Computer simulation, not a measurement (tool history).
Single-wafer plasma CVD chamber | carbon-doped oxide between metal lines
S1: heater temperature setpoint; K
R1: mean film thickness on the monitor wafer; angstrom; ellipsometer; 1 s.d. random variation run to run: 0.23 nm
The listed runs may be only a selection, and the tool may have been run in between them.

{"run": 1, "day": 0.0, "S1": 608.15, "chamber pressure (mTorr)": 4990, "RF power (kW)": 0.635, "deposition time (s)": 15.7, "R1": 911.99}
{"run": 2, "day": 0.308, "S1": 614.15, "chamber pressure (mTorr)": 4460, "RF power (kW)": 0.605, "deposition time (s)": 15.7, "R1": 853.42}
{"run": 3, "day": 0.521, "S1": 614.15, "chamber pressure (mTorr)": 4120, "RF power (kW)": 0.605, "deposition time (s)": 15.7, "R1": 840.51}
{"run": 4, "day": 0.817, "S1": 614.15, "chamber pressure (mTorr)": 4120, "RF power (kW)": 0.605, "deposition time (s)": 15.7, "R1": 842.69}
{"run": 5, "day": 1.042, "S1": 614.15, "chamber pressure (mTorr)": 4120, "RF power (kW)": 0.52, "deposition time (s)": 15.7, "R1": 793.81}
{"run": 6, "day": 1.325, "S1": 618.15, "chamber pressure (mTorr)": 4020, "RF power (kW)": 0.52, "deposition time (s)": 15.7, "R1": 781.67}

What does the tool deliver on the next run?
{"run": 7, "day": 1.588, "S1": 621.15, "chamber pressure (mTorr)": 3910, "RF power (kW)": 0.52, "deposition time (s)": 15.7, "R1": "?"}

Run 7 gave R1 762.74 angstrom.

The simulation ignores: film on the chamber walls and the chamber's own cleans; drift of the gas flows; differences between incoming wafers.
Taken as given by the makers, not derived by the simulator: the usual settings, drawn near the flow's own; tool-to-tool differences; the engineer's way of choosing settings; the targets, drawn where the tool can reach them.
